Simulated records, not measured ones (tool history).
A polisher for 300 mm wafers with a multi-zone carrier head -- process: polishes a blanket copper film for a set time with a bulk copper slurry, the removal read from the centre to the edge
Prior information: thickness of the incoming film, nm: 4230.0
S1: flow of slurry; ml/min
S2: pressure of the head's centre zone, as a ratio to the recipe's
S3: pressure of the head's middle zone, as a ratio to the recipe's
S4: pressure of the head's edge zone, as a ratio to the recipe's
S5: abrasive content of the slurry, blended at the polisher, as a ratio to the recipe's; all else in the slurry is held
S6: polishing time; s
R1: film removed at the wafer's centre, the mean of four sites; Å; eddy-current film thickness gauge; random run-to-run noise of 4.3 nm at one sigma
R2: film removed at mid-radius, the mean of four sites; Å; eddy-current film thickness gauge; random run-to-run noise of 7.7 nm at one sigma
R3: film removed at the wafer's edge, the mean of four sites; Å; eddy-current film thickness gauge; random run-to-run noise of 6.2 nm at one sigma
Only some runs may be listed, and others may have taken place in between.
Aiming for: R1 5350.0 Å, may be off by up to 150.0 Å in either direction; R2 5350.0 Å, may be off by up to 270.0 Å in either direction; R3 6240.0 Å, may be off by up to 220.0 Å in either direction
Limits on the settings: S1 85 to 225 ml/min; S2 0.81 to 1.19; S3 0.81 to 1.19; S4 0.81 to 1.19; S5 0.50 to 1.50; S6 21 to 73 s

run 1 hour=0.0 | S1=145 S2=1.00 S3=1.00 S4=1.00 S5=1.00 S6=47 | R1=4459.7 R2=4450.1 R3=4457.7
run 2 hour=5.4 | S1=150 S2=0.98 S3=0.98 S4=1.05 S5=1.10 S6=48 | R1=4593.1 R2=4541.3 R3=4769.2
run 3 hour=8.9 | S1=150 S2=0.98 S3=1.06 S4=1.05 S5=1.10 S6=48 | R1=4611.1 R2=4957.4 R3=4787.2
run 4 hour=14.6 | S1=155 S2=0.96 S3=1.03 S4=1.09 S5=1.20 S6=49 | R1=4744.7 R2=5085.3 R3=5103.5
run 5 hour=20.8 | S1=170 S2=0.96 S3=1.03 S4=1.09 S5=1.20 S6=49 | R1=4855.8 R2=5097.3 R3=5014.4
run 6 hour=29.3 | S1=170 S2=0.96 S3=1.00 S4=1.09 S5=1.20 S6=49 | R1=4857.4 R2=5021.7 R3=5112.0
run 7 hour=30.1 | S1=165 S2=0.95 S3=0.98 S4=1.11 S5=1.25 S6=50 | R1=4936.6 R2=4924.0 R3=5353.5
run 8 hour=32.2 | S1=165 S2=0.94 S3=0.98 S4=1.13 S5=1.30 S6=51 | R1=4980.9 R2=5147.9 R3=5446.2
run 9 hour=41.1 | S1=165 S2=0.94 S3=0.98 S4=1.13 S5=1.30 S6=51 | R1=4964.5 R2=5075.3 R3=5423.5
run 10 hour=46.5 | S1=165 S2=0.93 S3=0.96 S4=1.15 S5=1.35 S6=52 | R1=5072.3 R2=5128.7 R3=5698.2
run 11 hour=48.9 | S1=165 S2=0.92 S3=0.95 S4=1.16 S5=1.40 S6=53 | R1=5198.8 R2=5159.5 R3=5767.1

Pick the move, out of 5, that brings all results within their allowed miss; only one does.
run A hour=51.3 | S1=150 S2=0.97 S3=0.85 S4=1.18 S5=1.30 S6=54 | R1=? R2=? R3=?
run B hour=51.3 | S1=135 S2=0.89 S3=0.88 S4=1.10 S5=1.45 S6=58 | R1=? R2=? R3=?
run C hour=51.3 | S1=165 S2=0.94 S3=1.01 S4=1.17 S5=1.35 S6=51 | R1=? R2=? R3=?
run D hour=51.3 | S1=115 S2=0.93 S3=0.88 S4=1.19 S5=1.30 S6=55 | R1=? R2=? R3=?
run E hour=51.3 | S1=130 S2=0.92 S3=0.98 S4=1.19 S5=1.30 S6=55 | R1=? R2=? R3=?

move=A R1=5329.2 R2=4801.2 R3=5856.7
move=B R1=5309.8 R2=5380.9 R3=6240.8
move=C R1=5006.1 R2=5361.0 R3=5612.1
move=D R1=4970.1 R2=4832.8 R3=5811.5
move=E R1=5028.3 R2=5389.9 R3=5883.2
A: closes in on the targets versus the last run, not all within tolerance yet
B: each result inside its tolerance
C: further off than the last run
D: further off than the last run
E: as far off as the last run
So the answer is move B, the one that meets all the targets.
